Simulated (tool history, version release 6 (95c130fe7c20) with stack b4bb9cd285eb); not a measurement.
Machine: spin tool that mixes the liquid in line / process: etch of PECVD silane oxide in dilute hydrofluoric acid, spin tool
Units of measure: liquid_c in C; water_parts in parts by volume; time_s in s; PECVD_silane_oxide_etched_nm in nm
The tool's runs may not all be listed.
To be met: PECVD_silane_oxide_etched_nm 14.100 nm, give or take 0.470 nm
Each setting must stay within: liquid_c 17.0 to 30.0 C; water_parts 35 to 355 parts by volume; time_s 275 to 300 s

Run 1, day 0.000: liquid_c 22.0 C, water_parts 195 parts by volume, time_s 275 s. Result: PECVD_silane_oxide_etched_nm 17.241 nm.
Run 2, day 0.058: liquid_c 22.0 C, water_parts 125 parts by volume, time_s 275 s. Result: PECVD_silane_oxide_etched_nm 28.680 nm.
Run 3, day 0.300: liquid_c 20.5 C, water_parts 145 parts by volume, time_s 275 s. Result: PECVD_silane_oxide_etched_nm 22.831 nm.
Run 4, day 0.479: liquid_c 19.5 C, water_parts 160 parts by volume, time_s 275 s. Result: PECVD_silane_oxide_etched_nm 19.805 nm.
Run 5, day 0.833: liquid_c 19.0 C, water_parts 170 parts by volume, time_s 275 s. Result: PECVD_silane_oxide_etched_nm 18.180 nm.
Run 6, day 1.046: liquid_c 21.5 C, water_parts 170 parts by volume, time_s 275 s. Result: PECVD_silane_oxide_etched_nm 19.825 nm.
Run 7, day 1.383: liquid_c 20.5 C, water_parts 180 parts by volume, time_s 275 s. Result: PECVD_silane_oxide_etched_nm 17.659 nm.
Run 8, day 1.579: liquid_c 19.5 C, water_parts 185 parts by volume, time_s 275 s. Result: PECVD_silane_oxide_etched_nm 16.507 nm.

Next run, 5 choices. One meets every target within its allowed miss, the rest don't. Which?
Run A, day 1.775: liquid_c 19.5 C, water_parts 160 parts by volume, time_s 300 s. Result: PECVD_silane_oxide_etched_nm ?.
Run B, day 1.775: liquid_c 19.5 C, water_parts 180 parts by volume, time_s 280 s. Result: PECVD_silane_oxide_etched_nm ?.
Run C, day 1.775: liquid_c 22.5 C, water_parts 230 parts by volume, time_s 275 s. Result: PECVD_silane_oxide_etched_nm ?.
Run D, day 1.775: liquid_c 20.5 C, water_parts 180 parts by volume, time_s 295 s. Result: PECVD_silane_oxide_etched_nm ?.
Run E, day 1.775: liquid_c 22.0 C, water_parts 175 parts by volume, time_s 290 s. Result: PECVD_silane_oxide_etched_nm ?.

move  PECVD_silane_oxide_etched_nm
   A                        21.434
   B                        17.429
   C                        14.286
   D                        19.094
   E                        20.565
A: the biggest miss grows against the last run
B: the biggest miss grows against the last run
C: in spec on every target
D: the biggest miss grows against the last run
E: the biggest miss grows against the last run
C is the move that brings every result within its allowed miss.

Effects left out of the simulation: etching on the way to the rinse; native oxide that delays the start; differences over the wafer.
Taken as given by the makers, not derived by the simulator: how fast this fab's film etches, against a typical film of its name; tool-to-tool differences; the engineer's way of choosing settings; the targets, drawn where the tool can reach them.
